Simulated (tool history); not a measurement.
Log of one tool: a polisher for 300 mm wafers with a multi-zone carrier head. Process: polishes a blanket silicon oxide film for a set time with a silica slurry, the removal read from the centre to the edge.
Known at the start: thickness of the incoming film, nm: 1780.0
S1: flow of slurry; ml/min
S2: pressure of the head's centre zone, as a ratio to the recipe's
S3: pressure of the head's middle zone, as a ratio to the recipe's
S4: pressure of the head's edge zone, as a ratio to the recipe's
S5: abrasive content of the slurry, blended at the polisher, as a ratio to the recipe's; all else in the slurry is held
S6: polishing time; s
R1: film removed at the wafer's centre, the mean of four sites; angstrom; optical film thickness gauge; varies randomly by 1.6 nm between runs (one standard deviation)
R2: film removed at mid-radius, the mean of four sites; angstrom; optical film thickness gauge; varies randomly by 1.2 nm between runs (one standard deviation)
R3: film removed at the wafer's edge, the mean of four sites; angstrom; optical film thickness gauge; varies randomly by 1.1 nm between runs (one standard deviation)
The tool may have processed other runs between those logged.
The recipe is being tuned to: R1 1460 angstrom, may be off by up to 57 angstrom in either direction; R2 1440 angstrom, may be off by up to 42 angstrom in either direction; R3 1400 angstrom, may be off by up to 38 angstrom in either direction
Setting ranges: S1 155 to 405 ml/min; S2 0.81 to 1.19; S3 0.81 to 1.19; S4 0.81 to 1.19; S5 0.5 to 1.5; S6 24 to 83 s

run  hour   S1    S2    S3    S4    S5  S6      R1      R2      R3
  1     0  260     1     1     1     1  53  1936.9  1844.9  1830.1
  2   2.9  260     1  0.94     1     1  53  1924.5    1756  1839.5
  3   3.8  260  0.99  0.94  0.98  0.95  53  1847.9  1740.4    1788
  4   8.3  260  1.04  0.94  0.98  0.95  53  1958.3  1736.7  1777.7
  5  13.5  255  1.03  0.94  0.96   0.9  53  1839.3    1697  1718.7
  6    14  255  1.03  0.94  0.96   0.9  47  1695.7    1495  1534.9
  7  19.4  250  1.02  0.94  0.95   0.9  47  1674.3  1496.4    1539
  8  23.8  250  1.01  0.94  0.94   0.9  47  1664.3  1479.7  1506.6
  9  25.1  245     1  0.94  0.93   0.9  47  1623.4  1508.9  1504.6
 10  33.9  240  0.99  0.94  0.92   0.9  47  1603.2  1498.3    1505
 11  42.5  240  0.99  0.94  0.91   0.9  47  1617.8  1499.9  1497.9
 12  47.3  235  0.98  0.94   0.9   0.9  47  1595.1  1497.4  1476.8
 13  48.4  235  0.98  0.94   0.9   0.9  47  1571.8    1485  1471.1
 14  54.9  230  0.98  0.94  0.89   0.9  47  1590.5  1490.4  1444.3
 15  55.9  225  0.97  0.94  0.89   0.9  47  1576.7  1480.9  1445.6
 16  64.4  220  0.96  0.94  0.89   0.9  47  1561.6  1474.9  1447.4
 17  67.4  215  0.95  0.94  0.89   0.9  47  1502.5  1447.5  1432.9

Below are 5 possible settings for the next run. Only one of them brings all results inside the allowed miss of their targets. Which is it?
  A  70.4  225  0.98   0.9  0.81   1.1  44   ?   ?   ?
  B  70.4  155  1.03  0.89  0.85  0.75  55   ?   ?   ?
  C  70.4  220     1  0.99  0.84   0.8  49   ?   ?   ?
  D  70.4  230  0.94  0.96  0.92  0.55  55   ?   ?   ?
  E  70.4  235     1  0.95  0.88  1.05  44   ?   ?   ?

move      R1      R2      R3
   A  1616.8  1469.2  1418.9
   B    1666  1461.5  1480.2
   C  1607.1  1533.6    1412
   D  1482.9  1448.2  1416.8
   E  1623.6  1505.5  1452.6
A: corrects the largest miss of the last run, while another result sits out of spec
B: moves away from the targets compared with the last run
C: corrects the largest miss of the last run, while another result sits out of spec
D: all results in spec
E: moves away from the targets compared with the last run
Answer: D
